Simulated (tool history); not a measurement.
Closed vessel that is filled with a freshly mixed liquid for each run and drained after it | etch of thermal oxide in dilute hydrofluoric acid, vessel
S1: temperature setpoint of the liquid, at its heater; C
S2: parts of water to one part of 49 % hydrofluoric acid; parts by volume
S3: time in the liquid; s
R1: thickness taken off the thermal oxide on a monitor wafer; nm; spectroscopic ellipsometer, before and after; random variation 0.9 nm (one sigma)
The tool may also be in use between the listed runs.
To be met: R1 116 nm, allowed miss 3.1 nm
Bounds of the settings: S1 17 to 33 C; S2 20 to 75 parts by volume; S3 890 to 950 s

run	day	S1	S2	S3	R1
1	0	25	45	890	97.419
2	0.096	25	45	950	104.33
3	0.321	21.5	45	950	90.821
4	0.458	22.5	45	950	94.231
5	0.804	23.5	45	950	97.554
6	0.871	24	45	950	101.13
7	0.925	24.5	45	950	103.16
8	1.279	25	45	950	103.9
9	1.529	25.5	45	950	105.87
10	1.738	26	45	950	108.58
11	1.808	26.5	45	950	110.27

Which of these 5 next moves meets every target?
A	1.879	26	40	890	?
B	1.879	29	45	950	?
C	1.879	27	40	925	?
D	1.879	26.5	45	900	?
E	1.879	30	45	930	?

move	R1
A	115.32
B	122.58
C	124.83
D	105.04
E	124.84
A: meets every target
B: takes the result that was furthest off past its target
C: takes the result that was furthest off past its target
D: further off than the last run
E: takes the result that was furthest off past its target
Move A is the one to make.
